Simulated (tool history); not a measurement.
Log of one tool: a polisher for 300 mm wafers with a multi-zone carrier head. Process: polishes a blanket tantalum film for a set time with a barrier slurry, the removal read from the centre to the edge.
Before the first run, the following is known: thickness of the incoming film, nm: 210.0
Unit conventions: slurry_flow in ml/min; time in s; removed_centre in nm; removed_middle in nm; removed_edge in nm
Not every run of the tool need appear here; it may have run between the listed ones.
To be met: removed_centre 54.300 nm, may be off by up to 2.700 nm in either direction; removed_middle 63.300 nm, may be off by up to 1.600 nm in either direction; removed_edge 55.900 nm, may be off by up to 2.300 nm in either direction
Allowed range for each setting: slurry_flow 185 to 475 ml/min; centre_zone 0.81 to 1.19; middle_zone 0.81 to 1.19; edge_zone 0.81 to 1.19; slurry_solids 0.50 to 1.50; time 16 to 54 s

run  hour  slurry_flow  centre_zone  middle_zone  edge_zone  slurry_solids  time  removed_centre  removed_middle  removed_edge
  1   0.0          305         1.00         1.00       1.00           1.00    35          41.272          42.419        42.875
  2   4.3          310         1.00         1.03       1.01           1.05    35          43.480          43.991        44.373
  3   8.6          310         0.98         1.05       1.00           1.10    36          43.545          46.962        44.367
  4  11.0          310         0.98         1.05       1.00           1.10    42          50.474          54.761        52.793
  5  17.1          315         0.98         1.07       1.01           1.10    42          51.743          55.910        53.454
  6  24.7          320         0.98         1.09       1.02           1.10    42          51.861          56.809        53.465
  7  30.6          325         0.98         1.10       1.03           1.10    42          50.814          57.901        54.291
  8  39.4          330         0.99         1.11       1.03           1.10    42          51.973          57.702        52.335
  9  42.8          330         0.99         1.12       1.04           1.10    42          50.508          57.699        54.374

Which single option among these 5 for the next run brings every result within its allowed miss of target? Just one does.
  A  46.2          450         1.07         0.92       0.96           1.15    41               ?               ?             ?
  B  46.2          325         0.98         1.16       1.07           1.10    44               ?               ?             ?
  C  46.2          275         0.96         1.04       1.19           1.00    40               ?               ?             ?
  D  46.2          380         1.07         0.92       1.02           1.05    43               ?               ?             ?
  E  46.2          285         1.09         0.97       1.07           1.10    43               ?               ?             ?

move  removed_centre  removed_middle  removed_edge
   A          56.760          49.079        52.325
   B          53.784          61.916        56.869
   C          45.845          49.192        52.295
   D          57.363          49.654        54.435
   E          57.700          51.342        55.233
A: moves away from the targets compared with the last run
B: each result inside its tolerance
C: moves away from the targets compared with the last run
D: moves away from the targets compared with the last run
E: moves away from the targets compared with the last run
Go with B: it meets all targets.
